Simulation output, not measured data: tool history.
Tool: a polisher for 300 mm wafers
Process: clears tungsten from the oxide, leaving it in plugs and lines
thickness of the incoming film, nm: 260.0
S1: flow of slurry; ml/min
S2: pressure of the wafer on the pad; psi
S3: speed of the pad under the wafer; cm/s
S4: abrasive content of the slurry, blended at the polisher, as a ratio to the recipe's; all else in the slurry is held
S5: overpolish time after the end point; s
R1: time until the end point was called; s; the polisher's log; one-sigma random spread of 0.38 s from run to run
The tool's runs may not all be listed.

| run | day | S1 | S2 | S3 | S4 | S5 | R1 |
|---|---|---|---|---|---|---|---|
| 1 | 0 | 150 | 4.9 | 124 | 1 | 6 | 33.3 |
| 2 | 0.179 | 145 | 4.6 | 124 | 1 | 6 | 35.462 |
| 3 | 0.442 | 145 | 4.1 | 124 | 1 | 6 | 38.376 |
| 4 | 0.642 | 145 | 4.1 | 124 | 0.95 | 6 | 38.469 |
| 5 | 0.892 | 145 | 4.1 | 100 | 0.95 | 6 | 47.659 |
| 6 | 1.104 | 145 | 4.1 | 122 | 0.95 | 6 | 39.985 |
| 7 | 1.283 | 140 | 4 | 122 | 0.95 | 6 | 40.047 |
| 8 | 1.508 | 140 | 3.8 | 122 | 0.95 | 6 | 41.654 |

Run 9 has not been measured yet. What should we expect?
| 9 | 1.771 | 140 | 3.7 | 122 | 0.95 | 6 | ? |

{"run 9": {"R1": 42.885}}

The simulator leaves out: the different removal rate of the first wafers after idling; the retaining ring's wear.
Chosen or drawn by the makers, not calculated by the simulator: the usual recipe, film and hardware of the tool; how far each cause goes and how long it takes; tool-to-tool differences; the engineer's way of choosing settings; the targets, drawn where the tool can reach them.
